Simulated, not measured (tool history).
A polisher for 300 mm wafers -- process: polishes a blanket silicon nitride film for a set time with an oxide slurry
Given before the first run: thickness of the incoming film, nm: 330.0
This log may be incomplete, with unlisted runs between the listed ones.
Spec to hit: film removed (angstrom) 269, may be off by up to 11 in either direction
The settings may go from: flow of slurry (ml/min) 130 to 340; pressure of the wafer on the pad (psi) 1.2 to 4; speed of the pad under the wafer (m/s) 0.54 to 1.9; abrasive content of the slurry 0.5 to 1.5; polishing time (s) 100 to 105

run,hour,flow of slurry (ml/min),pressure of the wafer on the pad (psi),speed of the pad under the wafer (m/s),abrasive content of the slurry,polishing time (s),film removed (angstrom)
1,0,220,2.6,1.22,1,100,446.24
2,3.6,220,2.6,1.22,1,105,463.77
3,5.5,220,2.1,1.22,1,105,369.58
4,13.6,220,1.9,1.22,1,105,346.04
5,17.1,220,1.3,1.22,1,105,241.74
6,22.3,220,1.2,1.22,1,105,224.89
7,29.9,220,1.3,1.22,1,105,240.67
8,36.5,220,1.4,1.22,1,105,258.75

Exercise: of the 5 proposed moves below, exactly one satisfies all targets within the stated allowed misses. Which move is it?
A,43.1,175,1.5,1.04,0.9,105,?
B,43.1,205,1.4,1.12,1.15,103,?
C,43.1,225,1.8,1.2,0.75,103,?
D,43.1,240,1.2,1.44,1,100,?
E,43.1,215,1.4,1.68,0.75,100,?

move,film removed (angstrom)
A,237.45
B,250.57
C,289.54
D,234.46
E,266.01
A: lands further from the targets than the last run did
B: lands further from the targets than the last run did
C: carries the result that was furthest off beyond its target, to the other side
D: lands further from the targets than the last run did
E: every result lands within tolerance
E is the move that brings every result within its allowed miss.
